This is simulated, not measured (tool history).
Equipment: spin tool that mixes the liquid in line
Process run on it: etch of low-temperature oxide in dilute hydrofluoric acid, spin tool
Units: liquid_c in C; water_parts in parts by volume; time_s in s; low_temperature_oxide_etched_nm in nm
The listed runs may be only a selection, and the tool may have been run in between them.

run  hour  liquid_c  water_parts  time_s  low_temperature_oxide_etched_nm
  1   0.0      21.0          240     300                           26.577
  2   0.7      20.5          255     300                           24.522
  3   6.7      20.5          255     320                           26.034
  4   8.7      20.5          255     320                           26.159
  5  12.8      20.5          255     320                           25.965
  6  13.8      20.5          295     320                           21.456

The next listed run, before its measurement:
  7  18.0      20.0          305     320                                ?

low_temperature_oxide_etched_nm: 20.372 nm
